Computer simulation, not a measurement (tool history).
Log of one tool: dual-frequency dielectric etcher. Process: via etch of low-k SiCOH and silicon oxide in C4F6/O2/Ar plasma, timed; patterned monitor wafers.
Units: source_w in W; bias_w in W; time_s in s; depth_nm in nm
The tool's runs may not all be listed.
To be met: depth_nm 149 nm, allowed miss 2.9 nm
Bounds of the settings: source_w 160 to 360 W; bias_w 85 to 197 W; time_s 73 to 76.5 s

{"run": 1, "day": 0.0, "source_w": 260, "bias_w": 141, "time_s": 73, "depth_nm": 168.04}
{"run": 2, "day": 0.05, "source_w": 240, "bias_w": 139, "time_s": 73, "depth_nm": 163.57}
{"run": 3, "day": 0.4, "source_w": 270, "bias_w": 139, "time_s": 73, "depth_nm": 169.6}
{"run": 4, "day": 0.746, "source_w": 270, "bias_w": 139, "time_s": 73, "depth_nm": 171.78}
{"run": 5, "day": 1.1, "source_w": 270, "bias_w": 120, "time_s": 73, "depth_nm": 162.73}
{"run": 6, "day": 1.221, "source_w": 260, "bias_w": 118, "time_s": 73, "depth_nm": 161.27}
{"run": 7, "day": 1.542, "source_w": 250, "bias_w": 116, "time_s": 73, "depth_nm": 157.51}
{"run": 8, "day": 1.908, "source_w": 240, "bias_w": 115, "time_s": 73, "depth_nm": 155.43}

Which of these 5 next moves meets every target?
{"run": "A", "day": 2.275, "source_w": 200, "bias_w": 133, "time_s": 75, "depth_nm": "?"}
{"run": "B", "day": 2.275, "source_w": 240, "bias_w": 136, "time_s": 74.5, "depth_nm": "?"}
{"run": "C", "day": 2.275, "source_w": 230, "bias_w": 99, "time_s": 74, "depth_nm": "?"}
{"run": "D", "day": 2.275, "source_w": 270, "bias_w": 86, "time_s": 76, "depth_nm": "?"}
{"run": "E", "day": 2.275, "source_w": 230, "bias_w": 114, "time_s": 74, "depth_nm": "?"}

move=A depth_nm=158.28
move=B depth_nm=167.7
move=C depth_nm=151.24
move=D depth_nm=158.49
move=E depth_nm=156.73
A: further off than the last run
B: further off than the last run
C: meets every target
D: further off than the last run
E: further off than the last run
Move C is the one to make.
